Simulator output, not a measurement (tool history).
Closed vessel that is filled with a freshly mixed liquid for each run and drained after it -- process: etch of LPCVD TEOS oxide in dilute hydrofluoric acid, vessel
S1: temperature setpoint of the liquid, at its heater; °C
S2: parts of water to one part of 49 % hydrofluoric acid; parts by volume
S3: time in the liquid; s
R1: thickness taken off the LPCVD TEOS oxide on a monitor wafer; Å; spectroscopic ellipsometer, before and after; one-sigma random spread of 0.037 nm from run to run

{"run": 1, "hour": 0.0, "S1": 23, "S2": 250, "S3": 100, "R1": 164.7}
{"run": 2, "hour": 1.1, "S1": 23, "S2": 250, "S3": 100, "R1": 165.34}
{"run": 3, "hour": 4.6, "S1": 24.5, "S2": 250, "S3": 100, "R1": 173.66}
{"run": 4, "hour": 10.8, "S1": 27, "S2": 250, "S3": 100, "R1": 189.32}
{"run": 5, "hour": 17.8, "S1": 25.5, "S2": 255, "S3": 100, "R1": 176.57}
{"run": 6, "hour": 24.3, "S1": 24, "S2": 260, "S3": 100, "R1": 163.11}
{"run": 7, "hour": 27.5, "S1": 20, "S2": 290, "S3": 100, "R1": 122.15}

Run 8, settings as shown, results not yet in. Your forecast:
{"run": 8, "hour": 28.6, "S1": 17, "S2": 290, "S3": 100, "R1": "?"}

{"run 8": {"R1": 109.65}}
